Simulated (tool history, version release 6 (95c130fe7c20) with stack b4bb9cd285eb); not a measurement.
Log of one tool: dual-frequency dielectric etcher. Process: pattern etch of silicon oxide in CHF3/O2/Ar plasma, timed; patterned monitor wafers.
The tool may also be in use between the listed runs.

run,hour,source power (kW),bias power (kW),etch time (s),mean etch depth across the wafer (Å)
1,0.0,0.780,0.177,748.5,15085
2,3.3,0.810,0.180,749.5,15501
3,5.5,0.840,0.182,750.0,15728
4,8.7,0.970,0.182,750.0,16601
5,11.2,0.970,0.182,748.5,16586
6,13.6,1.080,0.182,748.5,17297
7,17.7,1.080,0.184,749.5,17303
8,25.2,1.080,0.186,750.5,17323

Run 9 comes next. What will it give?
9,31.5,1.080,0.188,752.0,?

mean etch depth across the wafer (Å): 17670

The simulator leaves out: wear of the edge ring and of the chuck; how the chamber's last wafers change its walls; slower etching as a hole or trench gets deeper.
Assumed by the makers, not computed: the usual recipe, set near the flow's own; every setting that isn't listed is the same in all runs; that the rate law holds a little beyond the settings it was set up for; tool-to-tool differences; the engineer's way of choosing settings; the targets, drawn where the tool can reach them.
